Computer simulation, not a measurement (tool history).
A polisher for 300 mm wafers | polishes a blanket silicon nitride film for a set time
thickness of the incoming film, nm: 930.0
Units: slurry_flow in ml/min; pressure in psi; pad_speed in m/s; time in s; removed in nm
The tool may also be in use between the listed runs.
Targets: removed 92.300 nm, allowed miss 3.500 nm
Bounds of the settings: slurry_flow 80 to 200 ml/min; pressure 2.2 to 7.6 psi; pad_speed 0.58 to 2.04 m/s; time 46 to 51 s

{"run": 1, "hour": 0.0, "slurry_flow": 130, "pressure": 4.9, "pad_speed": 1.3, "time": 51, "removed": 142.48}
{"run": 2, "hour": 1.4, "slurry_flow": 130, "pressure": 4.6, "pad_speed": 1.3, "time": 51, "removed": 138.01}
{"run": 3, "hour": 2.0, "slurry_flow": 130, "pressure": 4.3, "pad_speed": 1.3, "time": 51, "removed": 130.96}
{"run": 4, "hour": 5.2, "slurry_flow": 130, "pressure": 3.6, "pad_speed": 1.3, "time": 51, "removed": 119.69}
{"run": 5, "hour": 10.7, "slurry_flow": 130, "pressure": 3.4, "pad_speed": 1.28, "time": 51, "removed": 111.9}
{"run": 6, "hour": 14.3, "slurry_flow": 130, "pressure": 3.4, "pad_speed": 1.52, "time": 51, "removed": 129.35}
{"run": 7, "hour": 20.0, "slurry_flow": 130, "pressure": 3.2, "pad_speed": 1.48, "time": 51, "removed": 122.14}
{"run": 8, "hour": 28.5, "slurry_flow": 130, "pressure": 3.1, "pad_speed": 1.46, "time": 51, "removed": 119.16}
{"run": 9, "hour": 30.3, "slurry_flow": 130, "pressure": 3.0, "pad_speed": 1.44, "time": 51, "removed": 114.29}

Which of these 4 next moves meets every target?
{"run": "A", "hour": 32.1, "slurry_flow": 135, "pressure": 2.5, "pad_speed": 1.48, "time": 48, "removed": "?"}
{"run": "B", "hour": 32.1, "slurry_flow": 150, "pressure": 2.8, "pad_speed": 1.38, "time": 46, "removed": "?"}
{"run": "C", "hour": 32.1, "slurry_flow": 130, "pressure": 3.4, "pad_speed": 1.12, "time": 51, "removed": "?"}
{"run": "D", "hour": 32.1, "slurry_flow": 130, "pressure": 2.8, "pad_speed": 1.24, "time": 47, "removed": "?"}

move=A removed=101.320
move=B removed=99.473
move=C removed=103.200
move=D removed=91.987
A: nearer than the last run, and not there yet
B: nearer than the last run, and not there yet
C: nearer than the last run, and not there yet
D: meets every target
The right move is D.
